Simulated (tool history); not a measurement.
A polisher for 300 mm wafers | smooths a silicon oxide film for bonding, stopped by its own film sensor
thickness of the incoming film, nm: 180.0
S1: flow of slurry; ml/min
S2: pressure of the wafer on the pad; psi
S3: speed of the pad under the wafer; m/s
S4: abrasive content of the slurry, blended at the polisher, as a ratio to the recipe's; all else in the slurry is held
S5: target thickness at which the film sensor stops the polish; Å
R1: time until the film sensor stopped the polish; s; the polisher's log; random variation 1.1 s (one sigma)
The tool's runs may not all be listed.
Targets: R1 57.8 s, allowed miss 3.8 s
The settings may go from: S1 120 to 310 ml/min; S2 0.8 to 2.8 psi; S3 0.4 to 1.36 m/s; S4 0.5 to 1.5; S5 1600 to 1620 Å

run,day,S1,S2,S3,S4,S5,R1
1,0,200,1.8,0.88,1,1600,29.155
2,0.358,200,1.8,1.04,1,1600,26.738
3,0.442,200,1.5,1.04,1,1600,31.348
4,0.554,200,1.5,0.88,1,1600,36.863
# day 0.779: head pressure recalibrated
5,0.779,200,1.5,1.08,1,1600,32.291
6,0.879,200,1.3,1.04,1,1600,38.207
7,1.05,200,1.2,1.02,1,1600,43.035
8,1.292,200,1.1,1.02,1,1600,45.318
9,1.442,200,1,1.02,1,1600,49.892

Which of these 5 next moves meets every target?
A,1.592,210,0.8,1.04,0.8,1600,?
B,1.592,130,0.8,1.16,0.8,1600,?
C,1.592,215,0.8,1.02,0.8,1610,?
D,1.592,185,0.8,0.86,1,1600,?
E,1.592,215,0.9,0.98,0.95,1600,?

move,R1
A,69.613
B,69.405
C,66.953
D,70.013
E,57.419
A: takes the result that was furthest off past its target
B: takes the result that was furthest off past its target
C: takes the result that was furthest off past its target
D: takes the result that was furthest off past its target
E: meets every target
The right move is E.
